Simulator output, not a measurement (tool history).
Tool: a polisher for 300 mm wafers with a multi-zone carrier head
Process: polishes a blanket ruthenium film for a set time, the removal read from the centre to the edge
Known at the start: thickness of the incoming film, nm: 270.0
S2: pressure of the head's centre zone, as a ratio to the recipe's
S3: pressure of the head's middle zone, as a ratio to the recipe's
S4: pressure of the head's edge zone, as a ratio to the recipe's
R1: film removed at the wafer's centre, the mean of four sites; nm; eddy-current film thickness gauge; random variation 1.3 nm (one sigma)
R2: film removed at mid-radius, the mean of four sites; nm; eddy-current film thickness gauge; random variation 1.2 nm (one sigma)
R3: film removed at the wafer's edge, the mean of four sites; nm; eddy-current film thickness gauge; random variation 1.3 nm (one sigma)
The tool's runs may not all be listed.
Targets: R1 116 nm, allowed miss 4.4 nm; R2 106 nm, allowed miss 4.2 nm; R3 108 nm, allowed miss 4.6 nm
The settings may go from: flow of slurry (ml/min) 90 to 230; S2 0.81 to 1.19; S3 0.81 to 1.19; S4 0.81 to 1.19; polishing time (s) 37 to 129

Run 1, day 0: flow of slurry (ml/min) 150, S2 1, S3 1, S4 1, polishing time (s) 83. Result: R1 82.529 nm, R2 83.598 nm, R3 81.779 nm.
Run 2, day 0.217: flow of slurry (ml/min) 150, S2 1.07, S3 1, S4 1, polishing time (s) 83. Result: R1 86.729 nm, R2 83.12 nm, R3 79.153 nm.
Run 3, day 0.379: flow of slurry (ml/min) 155, S2 1.07, S3 1, S4 1.02, polishing time (s) 86. Result: R1 91.437 nm, R2 85.253 nm, R3 84.215 nm.
Run 4, day 0.746: flow of slurry (ml/min) 120, S2 1.07, S3 1, S4 1.02, polishing time (s) 86. Result: R1 84.38 nm, R2 80.12 nm, R3 83.464 nm.
Run 5, day 0.958: flow of slurry (ml/min) 120, S2 1.07, S3 1, S4 0.99, polishing time (s) 86. Result: R1 85.573 nm, R2 80.24 nm, R3 79.706 nm.
Run 6, day 1.017: flow of slurry (ml/min) 120, S2 1.07, S3 1, S4 0.99, polishing time (s) 73. Result: R1 72.909 nm, R2 68.802 nm, R3 68.821 nm.
Run 7, day 1.046: flow of slurry (ml/min) 130, S2 1.08, S3 1.01, S4 1.01, polishing time (s) 77. Result: R1 80.02 nm, R2 75.444 nm, R3 74.168 nm.
Run 8, day 1.183: flow of slurry (ml/min) 135, S2 1.09, S3 1.02, S4 1.03, polishing time (s) 80. Result: R1 83.092 nm, R2 79.927 nm, R3 78.746 nm.
Run 9, day 1.508: flow of slurry (ml/min) 145, S2 1.11, S3 1.02, S4 1.05, polishing time (s) 82. Result: R1 88.279 nm, R2 81.664 nm, R3 82.743 nm.
Run 10, day 1.592: flow of slurry (ml/min) 185, S2 1.17, S3 1.12, S4 1.15, polishing time (s) 98. Result: R1 115.51 nm, R2 112.81 nm, R3 107.67 nm.

5 next moves are on the table. One of them brings every result within its allowed miss. Which?
Run A, day 1.675: flow of slurry (ml/min) 195, S2 1.12, S3 1.19, S4 1.1, polishing time (s) 101. Result: R1 ?, R2 ?, R3 ?.
Run B, day 1.675: flow of slurry (ml/min) 185, S2 1.09, S3 1.18, S4 1.14, polishing time (s) 102. Result: R1 ?, R2 ?, R3 ?.
Run C, day 1.675: flow of slurry (ml/min) 180, S2 1.12, S3 1.07, S4 1.04, polishing time (s) 109. Result: R1 ?, R2 ?, R3 ?.
Run D, day 1.675: flow of slurry (ml/min) 200, S2 1.08, S3 1.19, S4 1.11, polishing time (s) 104. Result: R1 ?, R2 ?, R3 ?.
Run E, day 1.675: flow of slurry (ml/min) 150, S2 1.14, S3 1.03, S4 1.11, polishing time (s) 106. Result: R1 ?, R2 ?, R3 ?.

move      R1      R2      R3
   A  116.71  120.69   109.2
   B     114  120.08  111.68
   C  124.18  117.49  113.78
   D  116.75  124.75  113.26
   E  118.55  107.28  111.88
A: further off than the last run
B: further off than the last run
C: further off than the last run
D: further off than the last run
E: meets every target
Move E is the one to make.

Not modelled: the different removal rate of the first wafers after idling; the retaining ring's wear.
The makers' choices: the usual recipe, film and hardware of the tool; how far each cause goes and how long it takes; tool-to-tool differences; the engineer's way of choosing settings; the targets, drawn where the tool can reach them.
